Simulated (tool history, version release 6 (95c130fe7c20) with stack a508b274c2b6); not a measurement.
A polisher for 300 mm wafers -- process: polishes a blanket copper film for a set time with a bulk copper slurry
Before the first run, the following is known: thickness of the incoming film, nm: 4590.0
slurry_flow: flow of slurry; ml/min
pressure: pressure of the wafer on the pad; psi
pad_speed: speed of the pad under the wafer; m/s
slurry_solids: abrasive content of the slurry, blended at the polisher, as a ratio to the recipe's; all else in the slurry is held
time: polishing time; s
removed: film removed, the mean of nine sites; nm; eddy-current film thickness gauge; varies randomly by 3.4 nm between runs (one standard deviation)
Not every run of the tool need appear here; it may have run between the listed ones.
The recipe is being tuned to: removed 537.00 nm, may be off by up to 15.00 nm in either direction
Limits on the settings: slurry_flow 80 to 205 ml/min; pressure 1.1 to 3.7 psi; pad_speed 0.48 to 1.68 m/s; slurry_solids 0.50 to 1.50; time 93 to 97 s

run  hour  slurry_flow  pressure  pad_speed  slurry_solids  time  removed
  1   0.0          135       2.4       1.08           1.00    93   691.52
  2   8.5          130       2.3       1.08           1.00    93   654.19
  3  12.8          125       2.2       1.08           1.00    93   625.36
  4  20.6          120       2.1       1.08           1.00    93   584.89
  5  29.6          120       2.1       1.32           1.00    93   678.44
  6  31.2          115       2.0       1.32           1.00    93   647.13
  7  36.2          110       1.9       1.32           1.00    93   610.24
  8  40.0           90       1.6       1.32           1.00    93   489.99
  9  48.4           95       1.6       1.32           1.00    93   497.27
 10  54.0          100       1.6       1.32           1.00    93   502.06
 11  60.6          105       1.6       1.32           1.00    93   506.62
 12  61.9          110       1.6       1.32           1.00    93   522.18

Next run, 5 choices. One meets every target within its allowed miss, the rest don't. Which?
  A  63.2          120       1.2       1.58           1.30    93        ?
  B  63.2          125       1.4       1.38           1.05    93        ?
  C  63.2           80       1.5       1.62           1.10    93        ?
  D  63.2          130       2.1       0.86           0.95    93        ?
  E  63.2          100       1.6       1.30           0.95    93        ?

move  removed
   A   499.72
   B   492.20
   C   531.62
   D   496.91
   E   488.67
A: misses by more than the last run did
B: misses by more than the last run did
C: meets every target
D: misses by more than the last run did
E: misses by more than the last run did
So the answer is move C, the one that meets all the targets.
